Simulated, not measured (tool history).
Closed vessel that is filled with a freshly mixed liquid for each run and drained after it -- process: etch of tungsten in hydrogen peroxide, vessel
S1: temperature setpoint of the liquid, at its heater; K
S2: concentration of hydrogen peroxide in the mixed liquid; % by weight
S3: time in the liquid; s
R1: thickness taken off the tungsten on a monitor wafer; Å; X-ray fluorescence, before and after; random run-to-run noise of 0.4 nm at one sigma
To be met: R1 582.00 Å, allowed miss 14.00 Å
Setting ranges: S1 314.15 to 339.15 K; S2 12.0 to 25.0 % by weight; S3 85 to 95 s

| run | hour | S1 | S2 | S3 | R1 |
|---|---|---|---|---|---|
| 1 | 0.0 | 330.15 | 17.0 | 85 | 1090.00 |
| 2 | 6.5 | 328.65 | 17.0 | 85 | 988.05 |
| 3 | 9.8 | 328.65 | 17.0 | 85 | 985.68 |
| 4 | 17.2 | 327.15 | 17.0 | 85 | 902.82 |
| 5 | 19.2 | 327.15 | 17.0 | 85 | 904.62 |
| 6 | 24.7 | 327.15 | 17.0 | 85 | 902.26 |
| 7 | 26.9 | 326.15 | 17.0 | 85 | 845.39 |
| 8 | 29.1 | 325.15 | 17.0 | 85 | 802.69 |
| 9 | 38.2 | 324.15 | 17.0 | 85 | 755.35 |
| 10 | 42.0 | 323.65 | 17.0 | 85 | 726.00 |
|  | 46.2 | new drum of peroxide connected |
| 11 | 46.2 | 323.15 | 17.0 | 85 | 738.22 |
| 12 | 47.9 | 322.65 | 17.0 | 85 | 716.18 |
| 13 | 50.1 | 322.65 | 17.0 | 85 | 710.03 |
| 14 | 58.2 | 322.15 | 17.0 | 85 | 701.25 |
| 15 | 62.8 | 321.65 | 17.0 | 85 | 665.26 |
| 16 | 71.7 | 321.15 | 17.0 | 85 | 653.34 |
| 17 | 76.7 | 320.65 | 17.0 | 85 | 624.71 |
| 18 | 82.2 | 320.15 | 17.0 | 85 | 612.29 |

5 candidate next runs follow, results not yet known. Just one meets every target within its allowed miss. Identify it.
| A | 87.7 | 320.65 | 16.0 | 85 | ? |
| B | 87.7 | 318.15 | 15.5 | 95 | ? |
| C | 87.7 | 319.15 | 17.0 | 90 | ? |
| D | 87.7 | 318.65 | 18.5 | 95 | ? |
| E | 87.7 | 319.15 | 21.5 | 85 | ? |

| move | R1 |
|---|---|
| A | 615.00 |
| B | 578.57 |
| C | 611.27 |
| D | 652.30 |
| E | 649.24 |
A: lands further from the targets than the last run did
B: all results land within tolerance of their targets
C: roughly where the last run was
D: lands further from the targets than the last run did
E: lands further from the targets than the last run did
The right move is B.
